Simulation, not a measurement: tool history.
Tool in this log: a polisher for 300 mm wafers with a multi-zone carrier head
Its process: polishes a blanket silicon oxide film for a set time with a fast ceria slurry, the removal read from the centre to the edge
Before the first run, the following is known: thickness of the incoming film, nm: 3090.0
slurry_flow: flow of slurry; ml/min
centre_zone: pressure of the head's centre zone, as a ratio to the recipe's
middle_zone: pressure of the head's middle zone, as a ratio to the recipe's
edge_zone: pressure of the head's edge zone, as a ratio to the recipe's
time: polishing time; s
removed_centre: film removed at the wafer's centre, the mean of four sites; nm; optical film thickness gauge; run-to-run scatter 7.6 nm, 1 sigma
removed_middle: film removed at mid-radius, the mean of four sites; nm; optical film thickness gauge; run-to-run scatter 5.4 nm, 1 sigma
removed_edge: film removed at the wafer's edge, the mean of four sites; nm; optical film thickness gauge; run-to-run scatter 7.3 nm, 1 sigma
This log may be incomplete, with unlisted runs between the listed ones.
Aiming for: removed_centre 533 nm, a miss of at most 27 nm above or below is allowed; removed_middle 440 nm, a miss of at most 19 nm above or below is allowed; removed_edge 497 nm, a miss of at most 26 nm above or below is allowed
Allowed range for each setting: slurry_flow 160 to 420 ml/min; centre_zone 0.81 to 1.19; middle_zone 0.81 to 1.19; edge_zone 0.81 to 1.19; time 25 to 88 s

run 1 hour=0 | slurry_flow=270 centre_zone=1 middle_zone=1 edge_zone=1 time=56 | removed_centre=528.25 removed_middle=520.14 removed_edge=537.13
run 2 hour=8.6 | slurry_flow=270 centre_zone=1.02 middle_zone=0.96 edge_zone=0.99 time=55 | removed_centre=519.95 removed_middle=491.48 removed_edge=508.76
run 3 hour=10.4 | slurry_flow=265 centre_zone=1.04 middle_zone=0.92 edge_zone=1.01 time=55 | removed_centre=542.53 removed_middle=488.39 removed_edge=504.52
run 4 hour=18.2 | slurry_flow=265 centre_zone=0.96 middle_zone=0.92 edge_zone=1.01 time=55 | removed_centre=512.96 removed_middle=477.3 removed_edge=519.52
run 5 hour=23.4 | slurry_flow=220 centre_zone=0.96 middle_zone=0.92 edge_zone=1.01 time=55 | removed_centre=483.5 removed_middle=472.54 removed_edge=518.05
run 6 hour=26 | slurry_flow=220 centre_zone=0.96 middle_zone=0.88 edge_zone=1.01 time=55 | removed_centre=473.43 removed_middle=439.57 removed_edge=515.89
run 7 hour=28.2 | slurry_flow=220 centre_zone=0.96 middle_zone=0.88 edge_zone=1.01 time=55 | removed_centre=484.39 removed_middle=445.77 removed_edge=513.76
run 8 hour=31.3 | slurry_flow=220 centre_zone=0.96 middle_zone=0.88 edge_zone=1.01 time=55 | removed_centre=490.48 removed_middle=450.56 removed_edge=492.46
run 9 hour=40.2 | slurry_flow=230 centre_zone=0.97 middle_zone=0.86 edge_zone=1.03 time=55 | removed_centre=489.34 removed_middle=452.26 removed_edge=511.94

Which one of the following 4 next-run settings gets every result inside its allowed miss? There is exactly one.
run A hour=49.1 | slurry_flow=250 centre_zone=1.03 middle_zone=0.81 edge_zone=0.92 time=56 | removed_centre=? removed_middle=? removed_edge=?
run B hour=49.1 | slurry_flow=250 centre_zone=1.1 middle_zone=1.09 edge_zone=0.96 time=50 | removed_centre=? removed_middle=? removed_edge=?
run C hour=49.1 | slurry_flow=190 centre_zone=0.89 middle_zone=0.93 edge_zone=1.08 time=54 | removed_centre=? removed_middle=? removed_edge=?
run D hour=49.1 | slurry_flow=235 centre_zone=0.99 middle_zone=0.84 edge_zone=0.94 time=60 | removed_centre=? removed_middle=? removed_edge=?

move=A removed_centre=550.75 removed_middle=455.58 removed_edge=501.4
move=B removed_centre=526.21 removed_middle=492.46 removed_edge=455.35
move=C removed_centre=437.44 removed_middle=459.42 removed_edge=505.45
move=D removed_centre=561.84 removed_middle=495.1 removed_edge=539.03
A: in spec on every target
B: meets the target for the result that was furthest off, but another lies outside its allowed miss
C: lands further from the targets than the last run did
D: pushes the last run's worst result past its target
Correct choice: A, which meets every target
